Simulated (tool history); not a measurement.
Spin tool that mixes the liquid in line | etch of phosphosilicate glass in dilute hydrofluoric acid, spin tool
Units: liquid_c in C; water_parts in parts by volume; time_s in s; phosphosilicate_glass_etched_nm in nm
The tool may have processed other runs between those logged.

run  hour  liquid_c  water_parts  time_s  phosphosilicate_glass_etched_nm
  1     0        21          170      85                           87.134
  2   1.6      23.5          170      85                           94.507
  3   8.6        24          155      85                           107.39
  4    15      24.5          140      85                           124.11
  5    24      24.5          160      85                            106.6
  6  31.8      24.5          160      95                            119.3
  7  40.1        25          150      95                           130.28

Expected results for the next run?
  8  46.1      25.5          140      95                                ?

Run 8 measured phosphosilicate_glass_etched_nm 143.11 nm.

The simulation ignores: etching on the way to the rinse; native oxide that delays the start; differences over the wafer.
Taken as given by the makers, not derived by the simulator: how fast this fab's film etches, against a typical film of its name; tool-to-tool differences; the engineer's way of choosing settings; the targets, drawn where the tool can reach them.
